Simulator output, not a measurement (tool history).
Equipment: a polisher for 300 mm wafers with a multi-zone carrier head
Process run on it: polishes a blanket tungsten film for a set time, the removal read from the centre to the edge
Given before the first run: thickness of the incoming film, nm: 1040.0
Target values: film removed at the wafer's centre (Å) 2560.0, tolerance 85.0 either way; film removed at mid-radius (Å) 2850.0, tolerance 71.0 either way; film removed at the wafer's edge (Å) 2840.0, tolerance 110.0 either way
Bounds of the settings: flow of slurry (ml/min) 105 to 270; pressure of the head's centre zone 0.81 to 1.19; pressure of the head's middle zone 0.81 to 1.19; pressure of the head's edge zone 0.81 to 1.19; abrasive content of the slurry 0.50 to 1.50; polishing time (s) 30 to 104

run,day,flow of slurry (ml/min),pressure of the head's centre zone,pressure of the head's middle zone,pressure of the head's edge zone,abrasive content of the slurry,polishing time (s),film removed at the wafer's centre (Å),film removed at mid-radius (Å),film removed at the wafer's edge (Å)
1,0.000,175,1.00,1.00,1.00,1.00,67,3319.5,3297.5,3361.5
2,0.175,175,1.00,1.00,1.00,1.00,77,3877.6,3860.9,3858.1
3,0.267,165,0.95,0.98,0.95,0.85,75,3427.3,3522.5,3491.3
4,0.629,165,0.95,1.05,0.95,0.85,75,3395.5,3687.3,3419.2
5,0.708,165,0.95,1.05,0.95,0.95,75,3476.6,3805.5,3588.7
6,0.904,165,0.88,1.05,0.95,0.95,75,3230.9,3798.3,3529.7
7,1.258,165,0.88,1.05,0.95,0.95,75,3225.4,3812.7,3551.3
8,1.562,155,0.86,1.01,0.93,0.80,74,2930.8,3402.4,3328.3
9,1.592,150,0.86,1.00,0.90,0.70,73,2754.5,3262.6,3093.6
10,1.775,140,0.86,0.97,0.88,0.65,73,2712.9,2999.6,2933.4
11,2.033,130,0.85,0.97,0.88,0.65,73,2568.1,2941.0,2903.3
12,2.196,125,0.85,0.97,0.88,0.65,73,2594.2,2951.3,2963.1

Which single option among these 4 for the next run brings every result within its allowed miss of target? Just one does.
A,2.358,150,0.90,1.04,0.92,0.50,74,?,?,?
B,2.358,145,0.86,0.96,0.89,0.75,66,?,?,?
C,2.358,145,0.81,0.97,0.90,0.65,74,?,?,?
D,2.358,105,0.83,0.96,0.86,0.80,77,?,?,?

move,film removed at the wafer's centre (Å),film removed at mid-radius (Å),film removed at the wafer's edge (Å)
A,2691.6,3064.1,2917.0
B,2543.4,2824.2,2841.6
C,2603.0,3076.6,3083.4
D,2641.4,3068.0,3122.7
A: misses by more than the last run did
B: every result lands within tolerance
C: misses by more than the last run did
D: misses by more than the last run did
Correct choice: B, which meets every target
